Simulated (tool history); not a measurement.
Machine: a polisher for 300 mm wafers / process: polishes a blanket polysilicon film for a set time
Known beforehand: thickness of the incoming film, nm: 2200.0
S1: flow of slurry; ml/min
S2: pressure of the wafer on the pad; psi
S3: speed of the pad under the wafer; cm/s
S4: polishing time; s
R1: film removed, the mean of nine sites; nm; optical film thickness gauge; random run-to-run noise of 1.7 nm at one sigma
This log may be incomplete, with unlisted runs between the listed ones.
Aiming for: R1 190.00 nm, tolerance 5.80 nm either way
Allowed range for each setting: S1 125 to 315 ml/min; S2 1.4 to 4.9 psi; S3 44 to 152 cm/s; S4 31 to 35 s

{"run": 1, "day": 0.0, "S1": 205, "S2": 3.1, "S3": 98, "S4": 35, "R1": 290.7}
{"run": 2, "day": 0.062, "S1": 235, "S2": 3.1, "S3": 98, "S4": 35, "R1": 294.08}
{"run": 3, "day": 0.433, "S1": 235, "S2": 2.9, "S3": 98, "S4": 35, "R1": 278.24}
{"run": 4, "day": 0.658, "S1": 235, "S2": 3.4, "S3": 98, "S4": 35, "R1": 325.85}
{"run": 5, "day": 0.925, "S1": 235, "S2": 3.8, "S3": 98, "S4": 35, "R1": 355.4}
{"run": 6, "day": 1.283, "S1": 260, "S2": 3.8, "S3": 98, "S4": 35, "R1": 368.6}
{"run": 7, "day": 1.558, "S1": 205, "S2": 2.9, "S3": 96, "S4": 35, "R1": 265.68}
{"run": 8, "day": 1.804, "S1": 200, "S2": 2.7, "S3": 96, "S4": 35, "R1": 250.42}
{"run": 9, "day": 2.008, "S1": 200, "S2": 2.6, "S3": 96, "S4": 35, "R1": 239.51}
{"run": 10, "day": 2.121, "S1": 200, "S2": 2.5, "S3": 96, "S4": 35, "R1": 235.47}
{"run": 11, "day": 2.454, "S1": 200, "S2": 2.4, "S3": 96, "S4": 35, "R1": 223.78}
{"run": 12, "day": 2.604, "S1": 200, "S2": 2.3, "S3": 96, "S4": 35, "R1": 215.12}
{"run": 13, "day": 2.633, "S1": 190, "S2": 1.9, "S3": 96, "S4": 35, "R1": 179.95}

Next run, 4 choices. One meets every target within its allowed miss, the rest don't. Which?
{"run": "A", "day": 2.662, "S1": 250, "S2": 1.8, "S3": 112, "S4": 35, "R1": "?"}
{"run": "B", "day": 2.662, "S1": 125, "S2": 2.0, "S3": 96, "S4": 35, "R1": "?"}
{"run": "C", "day": 2.662, "S1": 170, "S2": 1.6, "S3": 112, "S4": 34, "R1": "?"}
{"run": "D", "day": 2.662, "S1": 195, "S2": 2.0, "S3": 98, "S4": 35, "R1": "?"}

move=A R1=203.94
move=B R1=171.40
move=C R1=168.78
move=D R1=190.80
A: takes the result that was furthest off past its target
B: further off than the last run
C: further off than the last run
D: all results land within tolerance of their targets
Go with D: it meets all targets.

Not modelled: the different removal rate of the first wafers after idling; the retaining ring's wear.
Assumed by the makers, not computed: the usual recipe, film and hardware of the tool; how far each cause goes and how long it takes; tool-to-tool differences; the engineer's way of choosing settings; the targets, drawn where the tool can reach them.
